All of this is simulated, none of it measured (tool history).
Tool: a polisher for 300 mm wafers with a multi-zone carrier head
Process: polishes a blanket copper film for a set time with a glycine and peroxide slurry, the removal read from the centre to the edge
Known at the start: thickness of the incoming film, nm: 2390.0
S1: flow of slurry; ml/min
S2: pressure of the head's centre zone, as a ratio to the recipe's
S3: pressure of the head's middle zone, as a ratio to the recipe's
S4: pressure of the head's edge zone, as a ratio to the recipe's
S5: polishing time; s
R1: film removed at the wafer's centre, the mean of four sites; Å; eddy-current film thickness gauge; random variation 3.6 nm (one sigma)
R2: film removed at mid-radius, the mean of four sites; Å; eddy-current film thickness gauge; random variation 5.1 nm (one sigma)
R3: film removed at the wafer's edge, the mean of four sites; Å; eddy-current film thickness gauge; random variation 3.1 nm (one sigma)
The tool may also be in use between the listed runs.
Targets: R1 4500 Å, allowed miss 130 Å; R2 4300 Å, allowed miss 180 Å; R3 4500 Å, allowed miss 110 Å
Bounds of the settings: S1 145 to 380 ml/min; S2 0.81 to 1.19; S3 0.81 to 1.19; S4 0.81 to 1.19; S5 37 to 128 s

| run | hour | S1 | S2 | S3 | S4 | S5 | R1 | R2 | R3 |
|---|---|---|---|---|---|---|---|---|---|
| 1 | 0 | 245 | 1 | 1 | 1 | 82 | 6436.7 | 6527.7 | 5978.9 |
| 2 | 4.5 | 230 | 0.97 | 0.95 | 0.98 | 77 | 5861.6 | 5554.8 | 5473.9 |
| 3 | 8.7 | 220 | 0.93 | 0.94 | 0.95 | 75 | 5479.1 | 5529.4 | 5365 |
| 4 | 16.7 | 215 | 0.92 | 0.91 | 0.93 | 72 | 5253.8 | 5128.4 | 5025.5 |
|  | 24.3 | edge zone pressure recalibrated |
| 5 | 24.3 | 215 | 0.92 | 0.91 | 0.93 | 92 | 6709.5 | 6502.3 | 6655.4 |
| 6 | 30.7 | 210 | 0.9 | 0.89 | 0.91 | 85 | 6077.8 | 5945.2 | 6122.1 |
| 7 | 39.5 | 205 | 0.89 | 0.88 | 0.9 | 79 | 5567.9 | 5279.7 | 5559.8 |
| 8 | 44.8 | 205 | 0.88 | 0.88 | 0.89 | 75 | 5286.3 | 5046.7 | 5299.3 |

4 next moves are on the table. One of them brings every result within its allowed miss. Which?
| A | 50.1 | 250 | 1.01 | 1.06 | 0.97 | 76 | ? | ? | ? |
| B | 50.1 | 290 | 1.12 | 0.84 | 0.83 | 67 | ? | ? | ? |
| C | 50.1 | 175 | 1.07 | 0.81 | 0.92 | 87 | ? | ? | ? |
| D | 50.1 | 170 | 0.91 | 0.88 | 0.88 | 65 | ? | ? | ? |

| move | R1 | R2 | R3 |
|---|---|---|---|
| A | 6022.7 | 6321.9 | 5799.1 |
| B | 5777.8 | 4667.6 | 4837.3 |
| C | 6703.2 | 5464.3 | 6229.6 |
| D | 4496 | 4347.2 | 4537 |
A: further off than the last run
B: further off than the last run
C: further off than the last run
D: meets every target
The right move is D.
